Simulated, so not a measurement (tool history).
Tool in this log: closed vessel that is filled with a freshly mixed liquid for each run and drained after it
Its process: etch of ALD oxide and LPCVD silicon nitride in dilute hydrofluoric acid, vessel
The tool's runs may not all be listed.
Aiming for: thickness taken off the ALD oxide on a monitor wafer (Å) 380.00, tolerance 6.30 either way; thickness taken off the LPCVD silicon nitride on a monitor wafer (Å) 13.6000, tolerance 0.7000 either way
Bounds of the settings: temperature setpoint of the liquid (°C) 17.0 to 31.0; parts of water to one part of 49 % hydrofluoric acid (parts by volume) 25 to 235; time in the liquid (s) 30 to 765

| run | hour | temperature setpoint of the liquid (°C) | parts of water to one part of 49 % hydrofluoric acid (parts by volume) | time in the liquid (s) | thickness taken off the ALD oxide on a monitor wafer (Å) | thickness taken off the LPCVD silicon nitride on a monitor wafer (Å) |
|---|---|---|---|---|---|---|
| 1 | 0.0 | 23.0 | 130 | 390 | 325.30 | 13.1970 |
| 2 | 6.6 | 23.0 | 130 | 325 | 273.93 | 10.8910 |
| 3 | 10.8 | 23.0 | 175 | 325 | 191.03 | 8.1594 |
| 4 | 19.9 | 23.0 | 175 | 250 | 148.37 | 6.0907 |
| 5 | 27.6 | 25.0 | 175 | 250 | 158.92 | 7.1648 |
| 6 | 31.7 | 25.0 | 215 | 250 | 124.10 | 5.7180 |
| 7 | 35.7 | 22.5 | 165 | 225 | 140.31 | 5.7244 |
| 8 | 37.1 | 23.0 | 145 | 220 | 162.36 | 6.6489 |
| 9 | 38.5 | 23.0 | 145 | 220 | 163.44 | 6.6992 |
| 10 | 43.1 | 23.0 | 125 | 220 | 191.38 | 7.5237 |
| 11 | 52.1 | 23.5 | 110 | 215 | 220.72 | 8.7311 |
| 12 | 55.4 | 24.0 | 60 | 195 | 402.33 | 15.0150 |
| 13 | 61.5 | 23.5 | 60 | 195 | 396.16 | 14.1970 |
| 14 | 67.4 | 23.0 | 65 | 195 | 353.48 | 12.9000 |

Which single option among these 4 for the next run brings every result within its allowed miss of target? Just one does.
| A | 73.3 | 27.0 | 90 | 215 | ? | ? |
| B | 73.3 | 21.5 | 80 | 280 | ? | ? |
| C | 73.3 | 27.0 | 100 | 280 | ? | ? |
| D | 73.3 | 17.0 | 50 | 205 | ? | ? |

| move | thickness taken off the ALD oxide on a monitor wafer (Å) | thickness taken off the LPCVD silicon nitride on a monitor wafer (Å) |
|---|---|---|
| A | 320.10 | 13.3620 |
| B | 381.22 | 13.5800 |
| C | 370.23 | 15.6690 |
| D | 382.21 | 11.4930 |
A: moves away from the targets compared with the last run
B: hits every target within its allowed miss
C: nearer than the last run, and not there yet
D: the furthest-off result lands on target, but another misses its tolerance
B is the move that brings every result within its allowed miss.
